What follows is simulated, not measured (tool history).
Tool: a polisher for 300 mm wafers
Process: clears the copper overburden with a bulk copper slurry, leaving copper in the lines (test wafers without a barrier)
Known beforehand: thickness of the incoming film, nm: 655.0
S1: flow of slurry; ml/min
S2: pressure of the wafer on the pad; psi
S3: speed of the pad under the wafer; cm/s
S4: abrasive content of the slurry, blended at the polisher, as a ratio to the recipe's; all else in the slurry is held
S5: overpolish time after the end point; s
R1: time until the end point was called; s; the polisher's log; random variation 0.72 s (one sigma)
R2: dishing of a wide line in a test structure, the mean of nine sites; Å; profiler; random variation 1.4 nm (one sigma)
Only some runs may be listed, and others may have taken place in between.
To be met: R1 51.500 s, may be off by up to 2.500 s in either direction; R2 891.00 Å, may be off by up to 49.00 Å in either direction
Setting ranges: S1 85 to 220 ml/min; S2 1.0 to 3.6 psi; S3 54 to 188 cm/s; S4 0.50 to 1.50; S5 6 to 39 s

Run 1, day 0.000: S1 140 ml/min, S2 2.3 psi, S3 120 cm/s, S4 1.00, S5 20 s. Result: R1 64.151 s, R2 970.04 Å.
Run 2, day 0.362: S1 140 ml/min, S2 2.3 psi, S3 100 cm/s, S4 1.00, S5 20 s. Result: R1 79.782 s, R2 869.13 Å.
Run 3, day 0.621: S1 140 ml/min, S2 2.4 psi, S3 100 cm/s, S4 1.00, S5 18 s. Result: R1 74.041 s, R2 841.44 Å.
Run 4, day 0.721: S1 175 ml/min, S2 2.4 psi, S3 100 cm/s, S4 1.00, S5 18 s. Result: R1 73.746 s, R2 863.09 Å.
Run 5, day 0.871: S1 175 ml/min, S2 2.1 psi, S3 100 cm/s, S4 1.00, S5 18 s. Result: R1 81.435 s, R2 800.45 Å.
Run 6, day 1.083: S1 150 ml/min, S2 2.1 psi, S3 100 cm/s, S4 1.00, S5 18 s. Result: R1 84.073 s, R2 766.87 Å.
Run 7, day 1.417: S1 150 ml/min, S2 2.3 psi, S3 102 cm/s, S4 1.00, S5 17 s. Result: R1 77.670 s, R2 795.55 Å.
Run 8, day 1.479: S1 150 ml/min, S2 2.5 psi, S3 102 cm/s, S4 1.00, S5 16 s. Result: R1 71.229 s, R2 819.67 Å.
Run 9, day 1.821: S1 150 ml/min, S2 2.6 psi, S3 102 cm/s, S4 1.00, S5 15 s. Result: R1 67.886 s, R2 814.61 Å.
Run 10, day 2.092: S1 150 ml/min, S2 2.6 psi, S3 102 cm/s, S4 1.00, S5 15 s. Result: R1 67.734 s, R2 812.00 Å.
Run 11, day 2.267: S1 150 ml/min, S2 2.7 psi, S3 102 cm/s, S4 1.00, S5 15 s. Result: R1 66.053 s, R2 835.75 Å.
Run 12, day 2.317: S1 150 ml/min, S2 2.7 psi, S3 102 cm/s, S4 1.00, S5 15 s. Result: R1 64.997 s, R2 851.84 Å.
Run 13, day 2.650: S1 165 ml/min, S2 3.2 psi, S3 106 cm/s, S4 1.00, S5 10 s. Result: R1 53.709 s, R2 728.50 Å.

Of the 4 settings listed for the next run, only one would bring every result within its allowed miss of target. Which one?
Run A, day 2.983: S1 165 ml/min, S2 3.1 psi, S3 100 cm/s, S4 0.90, S5 18 s. Result: R1 ?, R2 ?.
Run B, day 2.983: S1 145 ml/min, S2 3.4 psi, S3 98 cm/s, S4 1.00, S5 18 s. Result: R1 ?, R2 ?.
Run C, day 2.983: S1 105 ml/min, S2 3.6 psi, S3 106 cm/s, S4 1.05, S5 17 s. Result: R1 ?, R2 ?.
Run D, day 2.983: S1 145 ml/min, S2 3.0 psi, S3 116 cm/s, S4 1.25, S5 13 s. Result: R1 ?, R2 ?.

move      R1       R2
   A  61.022  1001.60
   B  57.295  1048.20
   C  52.799  1069.50
   D  52.746   899.92
A: carries the result that was furthest off beyond its target, to the other side
B: carries the result that was furthest off beyond its target, to the other side
C: carries the result that was furthest off beyond its target, to the other side
D: each result inside its tolerance
D is the move that brings every result within its allowed miss.
